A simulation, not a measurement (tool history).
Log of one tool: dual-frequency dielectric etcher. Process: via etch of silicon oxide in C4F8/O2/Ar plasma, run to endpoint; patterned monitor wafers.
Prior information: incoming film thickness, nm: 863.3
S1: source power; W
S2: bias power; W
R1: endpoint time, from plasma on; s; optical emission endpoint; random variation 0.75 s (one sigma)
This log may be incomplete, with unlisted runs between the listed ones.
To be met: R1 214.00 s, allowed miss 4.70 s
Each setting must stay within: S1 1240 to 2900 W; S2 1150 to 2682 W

| run | hour | S1 | S2 | R1 |
|---|---|---|---|---|
| 1 | 0.0 | 2070 | 1916 | 174.92 |
| 2 | 4.4 | 2250 | 1916 | 170.20 |
| 3 | 9.6 | 2130 | 1847 | 175.38 |
| 4 | 15.3 | 2130 | 2044 | 169.40 |
| 5 | 19.0 | 2130 | 2320 | 162.66 |
| 6 | 27.6 | 1800 | 2320 | 172.09 |
| 7 | 29.3 | 1380 | 1937 | 203.54 |
| 8 | 30.3 | 1360 | 1923 | 203.46 |
| 9 | 34.3 | 1240 | 1685 | 220.22 |
| 10 | 43.3 | 1250 | 1688 | 219.27 |

Below are 5 possible settings for the next run. Only one of them brings all results inside the allowed miss of their targets. Which is it?
| A | 52.3 | 1240 | 1428 | ? |
| B | 52.3 | 1380 | 1590 | ? |
| C | 52.3 | 1240 | 1629 | ? |
| D | 52.3 | 1240 | 1642 | ? |
| E | 52.3 | 1350 | 1353 | ? |

| move | R1 |
|---|---|
| A | 231.37 |
| B | 215.09 |
| C | 221.89 |
| D | 221.33 |
| E | 228.10 |
A: the biggest miss grows against the last run
B: hits every target within its allowed miss
C: the biggest miss grows against the last run
D: the biggest miss grows against the last run
E: the biggest miss grows against the last run
Answer: B
